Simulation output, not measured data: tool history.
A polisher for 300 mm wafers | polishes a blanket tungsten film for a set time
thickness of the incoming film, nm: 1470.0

| run | hour | flow of slurry (ml/min) | pressure of the wafer on the pad (kPa) | speed of the pad under the wafer (cm/s) | abrasive content of the slurry | polishing time (s) | film removed (nm) |
|---|---|---|---|---|---|---|---|
| 1 | 0.0 | 270 | 30.3 | 120 | 1.0 | 38 | 234.38 |
| 2 | 4.1 | 270 | 30.3 | 140 | 1.0 | 38 | 265.64 |
| 3 | 5.0 | 265 | 27.6 | 140 | 1.0 | 38 | 246.27 |
| 4 | 6.5 | 260 | 24.8 | 140 | 1.0 | 38 | 219.59 |
| 5 | 14.3 | 260 | 24.8 | 140 | 1.0 | 34 | 195.29 |
| 6 | 15.0 | 260 | 31.0 | 140 | 1.0 | 34 | 244.68 |
| 7 | 22.0 | 235 | 29.6 | 140 | 1.0 | 34 | 232.24 |
| 8 | 23.5 | 220 | 28.3 | 140 | 1.0 | 34 | 218.76 |
| 9 | 27.6 | 210 | 27.6 | 140 | 1.0 | 34 | 211.31 |
| 10 | 32.4 | 200 | 26.9 | 140 | 1.0 | 34 | 203.65 |

Forecast run 11:
| 11 | 40.2 | 180 | 24.1 | 140 | 1.0 | 34 | ? |

film removed (nm): 181.48

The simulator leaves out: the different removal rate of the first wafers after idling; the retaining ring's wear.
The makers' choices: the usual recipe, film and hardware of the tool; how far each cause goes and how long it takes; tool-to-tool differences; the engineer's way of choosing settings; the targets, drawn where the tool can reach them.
